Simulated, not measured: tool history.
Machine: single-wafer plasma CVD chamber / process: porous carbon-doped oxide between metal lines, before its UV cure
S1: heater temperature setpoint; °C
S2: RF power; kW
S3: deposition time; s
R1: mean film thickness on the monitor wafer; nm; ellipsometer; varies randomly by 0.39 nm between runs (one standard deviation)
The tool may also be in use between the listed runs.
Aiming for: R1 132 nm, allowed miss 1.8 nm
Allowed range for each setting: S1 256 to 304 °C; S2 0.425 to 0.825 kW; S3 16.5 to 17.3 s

Run 1, day 0: S1 280 °C, S2 0.625 kW, S3 17.3 s. Result: R1 121.14 nm.
Run 2, day 0.312: S1 284 °C, S2 0.625 kW, S3 17.3 s. Result: R1 118.74 nm.
Run 3, day 0.654: S1 284 °C, S2 0.67 kW, S3 17.3 s. Result: R1 125.83 nm.
Run 4, day 0.921: S1 282 °C, S2 0.67 kW, S3 17.3 s. Result: R1 127.27 nm.
Run 5, day 1.05: S1 282 °C, S2 0.67 kW, S3 16.5 s. Result: R1 121.33 nm.
Run 6, day 1.129: S1 279 °C, S2 0.67 kW, S3 16.5 s. Result: R1 123.52 nm.
Run 7, day 1.367: S1 277 °C, S2 0.67 kW, S3 16.5 s. Result: R1 125.23 nm.
Run 8, day 1.604: S1 275 °C, S2 0.67 kW, S3 16.5 s. Result: R1 126 nm.
Run 9, day 1.817: S1 273 °C, S2 0.67 kW, S3 16.5 s. Result: R1 127.18 nm.
Run 10, day 1.85: S1 272 °C, S2 0.67 kW, S3 16.5 s. Result: R1 127.46 nm.

Which single option among these 5 for the next run brings every result within its allowed miss of target? Just one does.
Run A, day 1.883: S1 269 °C, S2 0.65 kW, S3 16.5 s. Result: R1 ?.
Run B, day 1.883: S1 274 °C, S2 0.68 kW, S3 17 s. Result: R1 ?.
Run C, day 1.883: S1 276 °C, S2 0.655 kW, S3 17 s. Result: R1 ?.
Run D, day 1.883: S1 264 °C, S2 0.61 kW, S3 16.8 s. Result: R1 ?.
Run E, day 1.883: S1 275 °C, S2 0.625 kW, S3 16.5 s. Result: R1 ?.

move      R1
   A  127.61
   B  132.31
   C  126.98
   D   126.9
   E  119.43
A: about as far from the targets as the last run
B: all results in spec
C: its largest miss is bigger than the last run's
D: its largest miss is bigger than the last run's
E: its largest miss is bigger than the last run's
So the answer is move B, the one that meets all the targets.
